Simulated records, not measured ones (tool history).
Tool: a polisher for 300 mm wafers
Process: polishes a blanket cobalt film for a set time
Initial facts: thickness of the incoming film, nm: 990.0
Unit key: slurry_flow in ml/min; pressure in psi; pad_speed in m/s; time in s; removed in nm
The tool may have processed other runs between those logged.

Run 1, hour 0: slurry_flow 155 ml/min, pressure 2.5 psi, pad_speed 0.84 m/s, time 45 s. Result: removed 233.21 nm.
Run 2, hour 9: slurry_flow 160 ml/min, pressure 2.7 psi, pad_speed 0.84 m/s, time 45 s. Result: removed 247.81 nm.
Run 3, hour 12.8: slurry_flow 160 ml/min, pressure 2.9 psi, pad_speed 0.84 m/s, time 45 s. Result: removed 273.03 nm.
Run 4, hour 21.3: slurry_flow 160 ml/min, pressure 2.9 psi, pad_speed 0.72 m/s, time 45 s. Result: removed 234.42 nm.
Run 5, hour 22.7: slurry_flow 160 ml/min, pressure 3.2 psi, pad_speed 0.72 m/s, time 45 s. Result: removed 255.69 nm.
Run 6, hour 30.6: slurry_flow 160 ml/min, pressure 2.7 psi, pad_speed 0.72 m/s, time 45 s. Result: removed 211.31 nm.

Run 7 is up next; what results do you expect?
Run 7, hour 38.1: slurry_flow 160 ml/min, pressure 3 psi, pad_speed 0.72 m/s, time 45 s. Result: removed ?.

Run 7 produced removed 244.42 nm.
